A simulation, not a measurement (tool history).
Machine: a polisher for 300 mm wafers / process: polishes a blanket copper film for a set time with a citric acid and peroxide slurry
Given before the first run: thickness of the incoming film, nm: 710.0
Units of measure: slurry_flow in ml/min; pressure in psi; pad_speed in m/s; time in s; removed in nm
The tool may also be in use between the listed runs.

run	hour	slurry_flow	pressure	pad_speed	slurry_solids	time	removed
1	0.0	195	3.6	1.06	1.0	55	133.600
2	5.4	225	3.6	1.06	1.0	55	136.040
3	11.2	215	3.3	1.06	1.0	55	124.530
4	15.4	215	3.3	0.82	1.0	55	97.110
5	22.0	215	3.3	0.82	0.8	55	91.267
6	24.9	205	3.3	0.82	0.8	55	90.993
7	27.1	200	3.3	0.82	0.8	55	91.027
8	29.2	195	3.3	0.82	0.8	55	90.140
9	35.2	185	3.3	0.82	0.8	55	89.375
10	36.5	180	3.3	0.82	0.8	55	89.300
11	39.4	175	3.3	0.82	0.8	55	88.813
12	44.8	170	3.3	0.82	0.8	55	88.500

What will run 13 give?
13	47.2	140	3.2	0.82	0.8	55	?

{"run 13": {"removed": 83.064}}
